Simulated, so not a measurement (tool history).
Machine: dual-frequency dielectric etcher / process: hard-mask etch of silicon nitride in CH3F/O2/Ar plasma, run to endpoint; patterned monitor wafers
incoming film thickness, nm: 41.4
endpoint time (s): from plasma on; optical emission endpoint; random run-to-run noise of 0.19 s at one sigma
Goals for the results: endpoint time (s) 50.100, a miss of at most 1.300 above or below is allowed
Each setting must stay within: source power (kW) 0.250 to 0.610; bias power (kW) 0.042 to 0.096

run	hour	source power (kW)	bias power (kW)	endpoint time (s)
1	0.0	0.430	0.069	56.699
2	7.9	0.430	0.073	55.540
3	9.0	0.440	0.073	55.439
4	16.9	0.440	0.066	57.326
5	23.8	0.440	0.071	55.947
6	30.7	0.440	0.081	53.033
7	37.1	0.450	0.081	52.826
8	40.5	0.460	0.081	52.869
9	42.3	0.470	0.082	51.513

Which one of the following 4 next-run settings gets every result inside its allowed miss? There is exactly one.
A	44.1	0.480	0.073	?
B	44.1	0.460	0.081	?
C	44.1	0.480	0.087	?
D	44.1	0.440	0.078	?

move	endpoint time (s)
A	53.758
B	52.473
C	50.463
D	53.918
A: misses by more than the last run did
B: misses by more than the last run did
C: meets every target
D: misses by more than the last run did
Correct choice: C, which meets every target
